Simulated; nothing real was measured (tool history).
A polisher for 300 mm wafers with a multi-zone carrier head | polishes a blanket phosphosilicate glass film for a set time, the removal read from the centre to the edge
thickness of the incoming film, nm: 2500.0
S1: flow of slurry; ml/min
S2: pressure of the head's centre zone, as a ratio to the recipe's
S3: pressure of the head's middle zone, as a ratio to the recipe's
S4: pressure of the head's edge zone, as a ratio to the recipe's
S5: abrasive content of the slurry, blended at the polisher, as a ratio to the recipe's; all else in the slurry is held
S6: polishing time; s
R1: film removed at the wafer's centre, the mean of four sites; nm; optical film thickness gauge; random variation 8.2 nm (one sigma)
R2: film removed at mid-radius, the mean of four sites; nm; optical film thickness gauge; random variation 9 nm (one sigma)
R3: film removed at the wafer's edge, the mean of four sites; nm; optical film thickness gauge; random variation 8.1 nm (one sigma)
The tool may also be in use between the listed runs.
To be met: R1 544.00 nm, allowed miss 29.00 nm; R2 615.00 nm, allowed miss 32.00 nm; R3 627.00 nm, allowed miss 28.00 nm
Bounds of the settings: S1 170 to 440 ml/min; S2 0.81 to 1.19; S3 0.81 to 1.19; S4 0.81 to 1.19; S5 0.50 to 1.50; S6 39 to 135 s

run  hour   S1    S2    S3    S4    S5  S6      R1      R2      R3
  1   0.0  280  1.00  1.00  1.00  1.00  87  438.61  448.13  436.40
  2   8.1  340  1.00  1.00  1.00  1.00  87  459.59  450.84  445.08
  3  13.5  340  1.00  1.00  1.00  1.00  78  400.51  398.94  406.07
  4  14.7  340  0.99  1.01  1.02  1.05  80  407.45  420.42  427.21
  5  21.8  340  0.99  1.02  1.03  1.10  82  434.94  438.11  445.54
  6  25.8  340  0.98  1.03  1.04  1.15  84  453.48  469.44  460.09
  7  32.6  340  0.96  1.03  1.06  1.20  86  459.72  485.87  478.63
  8  39.6  345  0.95  1.03  1.08  1.25  88  472.59  502.18  503.94

Which of these 4 next moves meets every target?
  A  46.6  335  0.81  1.06  1.15  1.40  115   ?   ?   ?
  B  46.6  310  0.91  1.02  1.11  1.15   81   ?   ?   ?
  C  46.6  380  0.91  1.05  1.14  1.00  112   ?   ?   ?
  D  46.6  250  0.92  1.07  1.17  1.30  119   ?   ?   ?

move      R1      R2      R3
   A  532.70  699.45  704.45
   B  393.27  444.67  455.67
   C  530.43  613.33  618.77
   D  591.13  690.07  701.42
A: takes the result that was furthest off past its target
B: further off than the last run
C: meets every target
D: takes the result that was furthest off past its target
Answer: C

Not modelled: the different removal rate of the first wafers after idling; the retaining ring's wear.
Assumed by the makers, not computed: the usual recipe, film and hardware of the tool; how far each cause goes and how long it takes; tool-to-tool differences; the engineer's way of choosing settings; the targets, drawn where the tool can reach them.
